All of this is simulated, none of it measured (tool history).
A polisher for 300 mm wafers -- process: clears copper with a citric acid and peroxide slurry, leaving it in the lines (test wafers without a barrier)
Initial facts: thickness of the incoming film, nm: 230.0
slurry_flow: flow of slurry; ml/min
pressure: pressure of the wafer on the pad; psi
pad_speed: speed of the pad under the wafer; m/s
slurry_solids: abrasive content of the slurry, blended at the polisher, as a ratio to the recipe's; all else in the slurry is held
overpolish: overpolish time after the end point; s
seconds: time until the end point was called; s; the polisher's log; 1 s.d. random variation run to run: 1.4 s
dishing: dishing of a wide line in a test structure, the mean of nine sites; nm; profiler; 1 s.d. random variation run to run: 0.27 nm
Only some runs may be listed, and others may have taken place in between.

Run 1, hour 0: slurry_flow 165 ml/min, pressure 3.1 psi, pad_speed 1.42 m/s, slurry_solids 1, overpolish 18 s. Result: seconds 91.632 s, dishing 29.109 nm.
Run 2, hour 5.4: slurry_flow 165 ml/min, pressure 3.1 psi, pad_speed 1.42 m/s, slurry_solids 1.2, overpolish 18 s. Result: seconds 87.283 s, dishing 28.966 nm.
Run 3, hour 8.1: slurry_flow 160 ml/min, pressure 2.9 psi, pad_speed 1.4 m/s, slurry_solids 1.2, overpolish 18 s. Result: seconds 96.378 s, dishing 27.724 nm.
Run 4, hour 11.9: slurry_flow 160 ml/min, pressure 2.7 psi, pad_speed 1.4 m/s, slurry_solids 1.2, overpolish 18 s. Result: seconds 101.88 s, dishing 25.366 nm.
Run 5, hour 13.7: slurry_flow 155 ml/min, pressure 2.6 psi, pad_speed 1.4 m/s, slurry_solids 1.2, overpolish 18 s. Result: seconds 106.35 s, dishing 25.706 nm.
Run 6, hour 14.9: slurry_flow 155 ml/min, pressure 2.5 psi, pad_speed 1.4 m/s, slurry_solids 1.2, overpolish 18 s. Result: seconds 112.33 s, dishing 24.866 nm.

What does the tool deliver on the next run?
Run 7, hour 17.3: slurry_flow 135 ml/min, pressure 1.6 psi, pad_speed 1.38 m/s, slurry_solids 1.2, overpolish 17 s. Result: seconds ?, dishing ?.

{"run 7": {"seconds": 176.61, "dishing": 15.782}}
